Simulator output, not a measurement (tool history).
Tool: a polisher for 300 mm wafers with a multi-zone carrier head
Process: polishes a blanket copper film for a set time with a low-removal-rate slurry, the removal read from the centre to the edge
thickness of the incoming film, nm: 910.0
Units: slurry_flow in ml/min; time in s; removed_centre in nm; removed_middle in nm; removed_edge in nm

run,hour,slurry_flow,centre_zone,middle_zone,edge_zone,slurry_solids,time,removed_centre,removed_middle,removed_edge
1,0.0,180,1.00,1.00,1.00,1.00,45,196.04,194.36,182.65
2,3.6,175,0.99,1.00,0.96,0.85,39,158.70,159.46,148.50
3,12.2,175,0.99,1.00,0.96,0.70,39,150.77,149.98,140.52
4,13.4,175,0.95,1.00,0.96,0.70,39,145.82,146.99,142.51
5,20.8,175,0.95,1.00,0.96,0.50,39,132.24,136.31,128.75
6,29.0,130,0.95,1.00,0.96,0.50,39,123.04,130.57,123.85

Run 7 comes next. What will it give?
7,37.0,130,0.97,1.00,0.93,0.50,36,?,?,?

removed_centre: 115.14 nm
removed_middle: 117.76 nm
removed_edge: 111.49 nm
